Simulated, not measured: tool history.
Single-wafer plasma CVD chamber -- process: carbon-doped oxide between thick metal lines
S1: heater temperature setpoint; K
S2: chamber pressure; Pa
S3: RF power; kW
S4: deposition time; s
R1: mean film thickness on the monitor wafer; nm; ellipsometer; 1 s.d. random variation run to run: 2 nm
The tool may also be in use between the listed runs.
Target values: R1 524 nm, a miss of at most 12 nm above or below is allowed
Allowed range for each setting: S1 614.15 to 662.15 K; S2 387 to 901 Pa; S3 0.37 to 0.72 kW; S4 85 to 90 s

run  hour      S1   S2     S3  S4      R1
  1     0  638.15  644  0.545  90  465.94
  2   5.7  638.15  556  0.545  90  460.28
  3   8.8  637.15  571  0.565  90     478
  4  15.1  635.15  580  0.575  90  482.39
  5  15.7  635.15  580   0.54  90  465.09
  6  17.1  645.15  580   0.54  90  452.85
  7  22.9  643.15  595   0.56  90  467.23
  8  31.4  642.15  607  0.575  90  478.95

Pick the move, out of 4, that brings all results within their allowed miss; only one does.
  A  39.9  652.15  647   0.66  90   ?
  B  39.9  631.15  647   0.54  85   ?
  C  39.9  645.15  640  0.525  85   ?
  D  39.9  639.15  565   0.53  90   ?

move      R1
   A  521.86
   B  449.17
   C  424.39
   D   453.8
A: meets every target
B: moves away from the targets compared with the last run
C: moves away from the targets compared with the last run
D: moves away from the targets compared with the last run
A meets every target.
